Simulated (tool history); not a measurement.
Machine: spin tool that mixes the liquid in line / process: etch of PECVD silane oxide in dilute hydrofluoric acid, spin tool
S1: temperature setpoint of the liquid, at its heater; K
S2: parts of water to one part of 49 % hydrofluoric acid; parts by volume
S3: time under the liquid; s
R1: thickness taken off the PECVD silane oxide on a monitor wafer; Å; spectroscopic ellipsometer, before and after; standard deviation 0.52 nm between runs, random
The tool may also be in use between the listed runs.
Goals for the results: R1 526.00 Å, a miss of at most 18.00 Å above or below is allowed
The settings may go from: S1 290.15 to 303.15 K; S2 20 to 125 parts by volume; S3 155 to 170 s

run 1 hour=0.0 | S1=295.15 S2=70 S3=155 | R1=340.63
run 2 hour=8.8 | S1=296.65 S2=70 S3=155 | R1=354.56
run 3 hour=14.5 | S1=297.65 S2=65 S3=155 | R1=410.64
run 4 hour=17.5 | S1=298.65 S2=65 S3=155 | R1=418.96
run 5 hour=23.8 | S1=299.65 S2=65 S3=155 | R1=445.65
run 6 hour=26.1 | S1=300.15 S2=65 S3=155 | R1=448.87
run 7 hour=27.1 | S1=300.65 S2=65 S3=155 | R1=457.91
run 8 hour=35.5 | S1=301.15 S2=65 S3=155 | R1=464.27
run 9 hour=38.5 | S1=301.65 S2=65 S3=155 | R1=477.54
run 10 hour=40.9 | S1=302.15 S2=65 S3=155 | R1=493.60
-- hour=44.0 thermometer replaced
run 11 hour=44.0 | S1=302.65 S2=65 S3=155 | R1=453.33

5 next moves are on the table. One of them brings every result within its allowed miss. Which?
run A hour=47.1 | S1=297.65 S2=65 S3=155 | R1=?
run B hour=47.1 | S1=302.15 S2=55 S3=170 | R1=?
run C hour=47.1 | S1=302.15 S2=60 S3=155 | R1=?
run D hour=47.1 | S1=296.65 S2=45 S3=155 | R1=?
run E hour=47.1 | S1=301.15 S2=65 S3=170 | R1=?

move=A R1=368.44
move=B R1=579.62
move=C R1=480.86
move=D R1=524.45
move=E R1=464.70
A: the biggest miss grows against the last run
B: moves the result that the last run missed by most past its target, out the other side
C: an improvement on the last run, though not all results are within tolerance
D: each result inside its tolerance
E: an improvement on the last run, though not all results are within tolerance
The right move is D.
